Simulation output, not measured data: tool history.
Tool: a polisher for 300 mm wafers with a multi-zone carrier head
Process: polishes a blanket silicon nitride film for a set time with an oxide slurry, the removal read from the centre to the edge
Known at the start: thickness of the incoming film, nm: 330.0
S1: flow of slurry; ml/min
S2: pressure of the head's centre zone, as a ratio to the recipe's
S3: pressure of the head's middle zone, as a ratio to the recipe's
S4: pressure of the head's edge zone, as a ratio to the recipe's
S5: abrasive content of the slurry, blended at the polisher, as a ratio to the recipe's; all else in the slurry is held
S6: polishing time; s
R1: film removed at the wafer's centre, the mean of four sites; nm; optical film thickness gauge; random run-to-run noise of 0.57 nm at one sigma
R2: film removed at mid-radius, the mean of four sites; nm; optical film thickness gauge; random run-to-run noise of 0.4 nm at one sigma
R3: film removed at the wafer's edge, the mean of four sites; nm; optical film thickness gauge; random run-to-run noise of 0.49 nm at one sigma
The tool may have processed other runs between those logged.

{"run": 1, "hour": 0.0, "S1": 175, "S2": 1.0, "S3": 1.0, "S4": 1.0, "S5": 1.0, "S6": 78, "R1": 46.398, "R2": 45.576, "R3": 47.557}
{"run": 2, "hour": 5.5, "S1": 165, "S2": 0.99, "S3": 0.97, "S4": 0.97, "S5": 0.95, "S6": 78, "R1": 44.509, "R2": 44.078, "R3": 44.98}
{"run": 3, "hour": 8.5, "S1": 165, "S2": 0.99, "S3": 1.04, "S4": 0.97, "S5": 0.95, "S6": 78, "R1": 44.162, "R2": 46.382, "R3": 45.026}
{"run": 4, "hour": 14.6, "S1": 160, "S2": 0.99, "S3": 0.99, "S4": 0.97, "S5": 0.9, "S6": 78, "R1": 42.88, "R2": 43.495, "R3": 44.441}
{"run": 5, "hour": 21.3, "S1": 195, "S2": 0.99, "S3": 0.99, "S4": 0.97, "S5": 0.9, "S6": 78, "R1": 44.34, "R2": 44.003, "R3": 45.234}
{"run": 6, "hour": 22.3, "S1": 190, "S2": 0.99, "S3": 0.95, "S4": 0.96, "S5": 0.85, "S6": 78, "R1": 42.668, "R2": 42.558, "R3": 43.724}
{"run": 7, "hour": 25.3, "S1": 185, "S2": 0.99, "S3": 0.92, "S4": 0.96, "S5": 0.85, "S6": 78, "R1": 41.832, "R2": 40.502, "R3": 43.535}
{"run": 8, "hour": 28.1, "S1": 180, "S2": 0.99, "S3": 0.9, "S4": 0.95, "S5": 0.85, "S6": 78, "R1": 42.145, "R2": 40.222, "R3": 43.789}

The next listed run, before its measurement:
{"run": 9, "hour": 29.4, "S1": 165, "S2": 1.0, "S3": 0.88, "S4": 0.91, "S5": 0.75, "S6": 78, "R1": "?", "R2": "?", "R3": "?"}

For run 9 the tool returned R1 39.730 nm, R2 36.545 nm, R3 39.429 nm.
